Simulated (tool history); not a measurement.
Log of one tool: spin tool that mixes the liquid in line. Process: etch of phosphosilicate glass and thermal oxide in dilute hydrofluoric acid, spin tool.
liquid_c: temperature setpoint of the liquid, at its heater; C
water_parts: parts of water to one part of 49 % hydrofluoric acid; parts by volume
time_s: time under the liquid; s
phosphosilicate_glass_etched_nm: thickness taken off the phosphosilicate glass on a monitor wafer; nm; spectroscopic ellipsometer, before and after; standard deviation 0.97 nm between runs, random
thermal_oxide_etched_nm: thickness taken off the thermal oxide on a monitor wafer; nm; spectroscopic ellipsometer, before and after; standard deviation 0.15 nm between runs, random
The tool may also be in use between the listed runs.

| run | hour | liquid_c | water_parts | time_s | phosphosilicate_glass_etched_nm | thermal_oxide_etched_nm |
|---|---|---|---|---|---|---|
| 1 | 0 | 23 | 100 | 30 | 55.005 | 1.4999 |
| 2 | 1.9 | 21.5 | 100 | 30 | 51.673 | 1.3407 |
| 3 | 8.7 | 23 | 85 | 30 | 65.792 | 1.7973 |
| 4 | 9.8 | 21 | 85 | 30 | 60.381 | 1.5948 |
| 5 | 11.9 | 21 | 100 | 30 | 50.531 | 1.3717 |
| 6 | 20.4 | 23 | 85 | 30 | 65.437 | 1.7037 |
| 7 | 24.8 | 24.5 | 70 | 30 | 86.647 | 2.3033 |
| 8 | 32.7 | 26 | 60 | 30 | 109.36 | 2.8653 |
|  | 37.3 | hydrofluoric acid flow meter replaced |
| 9 | 37.3 | 27 | 50 | 30 | 129.32 | 3.3384 |
| 10 | 41.5 | 28 | 45 | 30 | 151.38 | 4.1118 |
| 11 | 42.3 | 31 | 20 | 30 | 394.77 | 10.433 |
| 12 | 48.7 | 30 | 20 | 30 | 380.61 | 10.311 |

What will run 13 give?
| 13 | 53.4 | 28.5 | 20 | 30 | ? | ? |

phosphosilicate_glass_etched_nm: 358.22 nm
thermal_oxide_etched_nm: 9.7449 nm
